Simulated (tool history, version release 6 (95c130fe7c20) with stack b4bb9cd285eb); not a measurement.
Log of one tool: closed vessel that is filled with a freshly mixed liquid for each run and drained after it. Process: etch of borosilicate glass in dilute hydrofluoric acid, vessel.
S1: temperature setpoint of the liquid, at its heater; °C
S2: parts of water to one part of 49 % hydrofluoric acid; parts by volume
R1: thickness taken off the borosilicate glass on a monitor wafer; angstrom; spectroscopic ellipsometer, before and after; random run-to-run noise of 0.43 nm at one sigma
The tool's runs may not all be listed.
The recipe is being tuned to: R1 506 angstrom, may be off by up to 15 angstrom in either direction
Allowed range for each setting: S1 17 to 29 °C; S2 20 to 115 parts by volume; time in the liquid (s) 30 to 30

run 1 hour=0 | S1=21 S2=65 time_in_the_liquid_(s)=30 | R1=176.09
run 2 hour=4 | S1=23.5 S2=50 time_in_the_liquid_(s)=30 | R1=262.7
run 3 hour=7.7 | S1=22 S2=50 time_in_the_liquid_(s)=30 | R1=245.57
run 4 hour=15.4 | S1=22 S2=40 time_in_the_liquid_(s)=30 | R1=308.9
run 5 hour=21.9 | S1=24 S2=35 time_in_the_liquid_(s)=30 | R1=383.96
run 6 hour=24.9 | S1=24 S2=35 time_in_the_liquid_(s)=30 | R1=386.77
run 7 hour=28 | S1=25.5 S2=35 time_in_the_liquid_(s)=30 | R1=412.1
run 8 hour=34 | S1=26.5 S2=35 time_in_the_liquid_(s)=30 | R1=422.53
run 9 hour=38.4 | S1=29 S2=30 time_in_the_liquid_(s)=30 | R1=560.25
run 10 hour=44.3 | S1=28.5 S2=30 time_in_the_liquid_(s)=30 | R1=544.01
run 11 hour=52.3 | S1=28.5 S2=30 time_in_the_liquid_(s)=30 | R1=547.68
run 12 hour=59.6 | S1=28 S2=30 time_in_the_liquid_(s)=30 | R1=528.62
run 13 hour=62.8 | S1=27.5 S2=30 time_in_the_liquid_(s)=30 | R1=535.45

Below are 4 possible settings for the next run. Only one of them brings all results inside the allowed miss of their targets. Which is it?
run A hour=66 | S1=26.5 S2=30 time_in_the_liquid_(s)=30 | R1=?
run B hour=66 | S1=29 S2=35 time_in_the_liquid_(s)=30 | R1=?
run C hour=66 | S1=23.5 S2=25 time_in_the_liquid_(s)=30 | R1=?
run D hour=66 | S1=28 S2=30 time_in_the_liquid_(s)=30 | R1=?

move=A R1=511.55
move=B R1=481.72
move=C R1=545.56
move=D R1=543.87
A: meets every target
B: moves the result that the last run missed by most past its target, out the other side
C: lands further from the targets than the last run did
D: lands further from the targets than the last run did
A is the move that brings every result within its allowed miss.

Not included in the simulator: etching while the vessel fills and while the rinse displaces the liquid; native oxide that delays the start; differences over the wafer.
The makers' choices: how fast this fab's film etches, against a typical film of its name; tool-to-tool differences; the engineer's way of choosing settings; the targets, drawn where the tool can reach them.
